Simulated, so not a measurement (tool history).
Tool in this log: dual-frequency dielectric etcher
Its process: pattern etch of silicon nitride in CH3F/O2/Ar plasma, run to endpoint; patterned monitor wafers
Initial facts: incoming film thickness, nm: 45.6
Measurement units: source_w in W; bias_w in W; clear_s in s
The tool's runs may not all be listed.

run 1 day=0 | source_w=460 bias_w=74 | clear_s=59.119
run 2 day=0.054 | source_w=410 bias_w=74 | clear_s=62.323
run 3 day=0.121 | source_w=440 bias_w=74 | clear_s=60.262
run 4 day=0.2 | source_w=440 bias_w=66 | clear_s=63.638
run 5 day=0.238 | source_w=490 bias_w=66 | clear_s=60.161
run 6 day=0.492 | source_w=530 bias_w=67 | clear_s=58.04

What will run 7 give?
run 7 day=0.671 | source_w=560 bias_w=68 | clear_s=?

{"run 7": {"clear_s": 57.468}}
